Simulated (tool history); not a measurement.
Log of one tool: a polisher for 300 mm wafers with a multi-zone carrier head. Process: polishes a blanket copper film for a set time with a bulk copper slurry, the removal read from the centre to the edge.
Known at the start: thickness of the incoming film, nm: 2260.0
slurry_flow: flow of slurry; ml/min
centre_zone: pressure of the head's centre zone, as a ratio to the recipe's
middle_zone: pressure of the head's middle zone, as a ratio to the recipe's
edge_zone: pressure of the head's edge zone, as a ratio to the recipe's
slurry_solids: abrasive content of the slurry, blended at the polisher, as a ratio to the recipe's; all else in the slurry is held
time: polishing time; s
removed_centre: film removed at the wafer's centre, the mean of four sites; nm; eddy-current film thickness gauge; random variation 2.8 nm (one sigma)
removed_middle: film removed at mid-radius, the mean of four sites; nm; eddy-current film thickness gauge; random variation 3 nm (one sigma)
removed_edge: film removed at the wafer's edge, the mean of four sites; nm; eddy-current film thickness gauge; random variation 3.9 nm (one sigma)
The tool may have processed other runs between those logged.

run,hour,slurry_flow,centre_zone,middle_zone,edge_zone,slurry_solids,time,removed_centre,removed_middle,removed_edge
1,0.0,260,1.00,1.00,1.00,1.00,53,594.37,606.06,584.23
2,8.3,250,0.96,0.97,0.96,0.85,51,532.79,558.63,525.99
3,13.3,240,0.93,0.93,0.95,0.75,50,487.84,511.04,508.04
4,19.5,235,0.91,0.91,0.92,0.70,49,463.60,479.33,473.54
5,26.5,225,0.88,0.90,0.90,0.70,49,443.79,477.92,469.83
6,29.8,225,0.88,0.90,0.93,0.70,49,447.59,479.12,486.71

Forecast run 7:
7,34.0,220,0.87,0.89,0.90,0.65,49,?,?,?

removed_centre: 433.55 nm
removed_middle: 465.98 nm
removed_edge: 466.81 nm

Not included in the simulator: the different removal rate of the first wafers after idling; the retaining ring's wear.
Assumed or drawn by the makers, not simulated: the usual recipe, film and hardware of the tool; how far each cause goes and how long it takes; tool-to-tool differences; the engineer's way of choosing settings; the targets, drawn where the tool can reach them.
